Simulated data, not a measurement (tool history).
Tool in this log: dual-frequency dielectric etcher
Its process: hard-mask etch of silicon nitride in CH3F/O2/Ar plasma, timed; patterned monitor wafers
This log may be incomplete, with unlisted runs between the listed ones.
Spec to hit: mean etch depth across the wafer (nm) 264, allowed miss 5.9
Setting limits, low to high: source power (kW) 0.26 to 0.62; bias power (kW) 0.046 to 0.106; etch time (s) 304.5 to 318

run  hour  source power (kW)  bias power (kW)  etch time (s)  mean etch depth across the wafer (nm)
  1     0               0.44            0.076          304.5                                 235.26
  2   6.4               0.36            0.076          304.5                                 217.61
  3   9.6                0.4            0.078            305                                  232.4
  4  13.5               0.43            0.079            305                                 235.86
  5  15.3               0.43            0.079            318                                  246.7
  6  18.2               0.38            0.079            318                                 236.62
  7  24.9               0.41             0.08            318                                 244.97
  8  32.3               0.43            0.081            318                                 250.29

Which of these 4 next moves meets every target?
  A  39.7               0.42            0.084            313                                      ?
  B  39.7               0.43            0.074          307.5                                      ?
  C  39.7               0.47            0.087          314.5                                      ?
  D  39.7               0.39            0.083            308                                      ?

move  mean etch depth across the wafer (nm)
   A                                 247.14
   B                                 234.11
   C                                 262.52
   D                                 235.38
A: lands further from the targets than the last run did
B: lands further from the targets than the last run did
C: every result within its allowed miss
D: lands further from the targets than the last run did
C is the move that brings every result within its allowed miss.
